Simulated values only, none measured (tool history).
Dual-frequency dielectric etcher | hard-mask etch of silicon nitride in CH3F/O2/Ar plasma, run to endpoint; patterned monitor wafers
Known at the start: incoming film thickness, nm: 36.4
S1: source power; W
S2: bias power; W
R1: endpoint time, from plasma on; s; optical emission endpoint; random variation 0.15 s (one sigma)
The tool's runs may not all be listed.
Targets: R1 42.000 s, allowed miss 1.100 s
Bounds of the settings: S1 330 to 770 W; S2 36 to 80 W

run 1 hour=0.0 | S1=550 S2=58 | R1=48.402
run 2 hour=1.0 | S1=460 S2=58 | R1=53.888
run 3 hour=1.7 | S1=500 S2=59 | R1=50.801
run 4 hour=8.2 | S1=530 S2=60 | R1=48.490
run 5 hour=15.2 | S1=550 S2=60 | R1=47.332
run 6 hour=23.6 | S1=570 S2=60 | R1=46.745
run 7 hour=30.0 | S1=680 S2=65 | R1=40.559
run 8 hour=39.0 | S1=670 S2=65 | R1=40.945

Which of these 5 next moves meets every target?
run A hour=48.0 | S1=690 S2=69 | R1=?
run B hour=48.0 | S1=730 S2=63 | R1=?
run C hour=48.0 | S1=730 S2=53 | R1=?
run D hour=48.0 | S1=720 S2=64 | R1=?
run E hour=48.0 | S1=700 S2=67 | R1=?

move=A R1=39.320
move=B R1=39.526
move=C R1=42.285
move=D R1=39.578
move=E R1=39.470
A: further off than the last run
B: further off than the last run
C: meets every target
D: further off than the last run
E: further off than the last run
The right move is C.

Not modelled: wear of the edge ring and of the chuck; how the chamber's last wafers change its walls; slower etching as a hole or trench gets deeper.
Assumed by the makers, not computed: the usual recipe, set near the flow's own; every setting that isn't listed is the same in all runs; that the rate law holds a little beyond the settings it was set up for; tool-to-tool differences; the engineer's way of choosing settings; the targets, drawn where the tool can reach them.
